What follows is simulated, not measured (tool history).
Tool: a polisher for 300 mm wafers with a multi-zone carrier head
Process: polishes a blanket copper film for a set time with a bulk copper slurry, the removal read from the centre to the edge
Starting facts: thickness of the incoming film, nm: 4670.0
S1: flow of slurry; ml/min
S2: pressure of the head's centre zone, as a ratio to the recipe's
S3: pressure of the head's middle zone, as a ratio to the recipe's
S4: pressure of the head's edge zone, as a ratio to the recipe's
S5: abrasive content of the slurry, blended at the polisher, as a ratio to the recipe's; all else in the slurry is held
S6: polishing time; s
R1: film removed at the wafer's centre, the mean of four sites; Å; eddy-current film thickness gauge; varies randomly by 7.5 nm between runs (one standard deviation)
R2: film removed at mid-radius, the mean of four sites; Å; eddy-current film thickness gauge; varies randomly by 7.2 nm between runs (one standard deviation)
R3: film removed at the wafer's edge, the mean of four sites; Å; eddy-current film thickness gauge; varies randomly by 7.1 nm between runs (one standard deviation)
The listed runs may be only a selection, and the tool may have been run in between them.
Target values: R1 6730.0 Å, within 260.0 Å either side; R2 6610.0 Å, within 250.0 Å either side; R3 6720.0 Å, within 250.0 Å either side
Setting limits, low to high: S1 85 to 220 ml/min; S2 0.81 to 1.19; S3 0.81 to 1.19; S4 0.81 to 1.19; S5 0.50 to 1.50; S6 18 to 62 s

run	hour	S1	S2	S3	S4	S5	S6	R1	R2	R3
1	0.0	140	1.00	1.00	1.00	1.00	40	4844.2	4812.5	4728.1
2	4.2	145	1.01	1.01	1.02	1.10	41	5159.5	5166.1	4924.8
3	5.8	145	1.01	1.08	1.02	1.10	41	5179.3	5442.7	5000.5
4	10.8	145	1.01	1.08	1.02	1.10	36	4482.9	4723.1	4317.4
5	13.9	145	1.01	1.12	1.02	1.10	36	4455.5	4939.5	4372.8
6	14.9	145	1.08	1.12	1.02	1.10	36	4774.9	4957.3	4283.5
7	23.9	150	1.07	1.10	1.05	1.15	38	5061.2	5118.8	4748.3
8	30.1	155	1.08	1.11	1.07	1.20	39	5320.6	5443.9	4902.0
9	37.0	155	1.08	1.10	1.09	1.25	40	5553.7	5472.2	5201.3
10	44.6	160	1.08	1.10	1.10	1.30	41	5815.0	5892.4	5399.9

Which one of the following 4 next-run settings gets every result inside its allowed miss? There is exactly one.
A	52.2	115	1.19	1.07	1.19	1.45	35	?	?	?
B	52.2	125	1.02	1.14	1.07	1.50	52	?	?	?
C	52.2	155	1.19	0.98	1.19	1.25	49	?	?	?
D	52.2	145	1.06	1.04	1.18	1.30	50	?	?	?

move	R1	R2	R3
A	4999.2	4689.0	4806.3
B	6566.2	7563.5	6902.1
C	7258.9	6271.5	6807.9
D	6570.4	6709.3	6909.9
A: its largest miss is bigger than the last run's
B: puts the biggest miss on target and leaves a different result outside tolerance
C: puts the biggest miss on target and leaves a different result outside tolerance
D: meets every target
Go with D: it meets all targets.
